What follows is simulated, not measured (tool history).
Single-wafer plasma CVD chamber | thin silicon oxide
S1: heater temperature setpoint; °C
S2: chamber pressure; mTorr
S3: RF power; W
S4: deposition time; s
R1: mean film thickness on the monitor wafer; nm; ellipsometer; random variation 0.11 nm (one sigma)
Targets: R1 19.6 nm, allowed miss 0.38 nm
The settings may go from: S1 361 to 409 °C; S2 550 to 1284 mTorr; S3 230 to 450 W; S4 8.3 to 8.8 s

Run 1, day 0: S1 385 °C, S2 917 mTorr, S3 340 W, S4 8.8 s. Result: R1 18.175 nm.
Run 2, day 0.217: S1 385 °C, S2 917 mTorr, S3 310 W, S4 8.8 s. Result: R1 17.453 nm.
Run 3, day 0.362: S1 385 °C, S2 917 mTorr, S3 290 W, S4 8.8 s. Result: R1 16.886 nm.
Run 4, day 0.483: S1 385 °C, S2 967 mTorr, S3 290 W, S4 8.8 s. Result: R1 17.562 nm.
Run 5, day 0.742: S1 385 °C, S2 967 mTorr, S3 290 W, S4 8.3 s. Result: R1 16.551 nm.
Run 6, day 0.992: S1 385 °C, S2 967 mTorr, S3 290 W, S4 8.8 s. Result: R1 17.513 nm.
Run 7, day 1.125: S1 385 °C, S2 1010 mTorr, S3 290 W, S4 8.8 s. Result: R1 18.096 nm.
Run 8, day 1.396: S1 385 °C, S2 1041 mTorr, S3 290 W, S4 8.8 s. Result: R1 18.347 nm.
Run 9, day 1.492: S1 385 °C, S2 1070 mTorr, S3 290 W, S4 8.8 s. Result: R1 18.392 nm.
Run 10, day 1.75: S1 385 °C, S2 1105 mTorr, S3 290 W, S4 8.8 s. Result: R1 18.912 nm.
Run 11, day 2.054: S1 385 °C, S2 1123 mTorr, S3 290 W, S4 8.8 s. Result: R1 19.056 nm.
Run 12, day 2.108: S1 385 °C, S2 1137 mTorr, S3 290 W, S4 8.8 s. Result: R1 19.02 nm.

4 next moves are on the table. One of them brings every result within its allowed miss. Which?
Run A, day 2.162: S1 383 °C, S2 1258 mTorr, S3 300 W, S4 8.3 s. Result: R1 ?.
Run B, day 2.162: S1 381 °C, S2 948 mTorr, S3 330 W, S4 8.7 s. Result: R1 ?.
Run C, day 2.162: S1 388 °C, S2 1209 mTorr, S3 265 W, S4 8.5 s. Result: R1 ?.
Run D, day 2.162: S1 386 °C, S2 1072 mTorr, S3 285 W, S4 8.6 s. Result: R1 ?.

move      R1
   A   19.53
   B  18.184
   C  18.462
   D    18.1
A: meets every target
B: further off than the last run
C: further off than the last run
D: further off than the last run
Answer: A
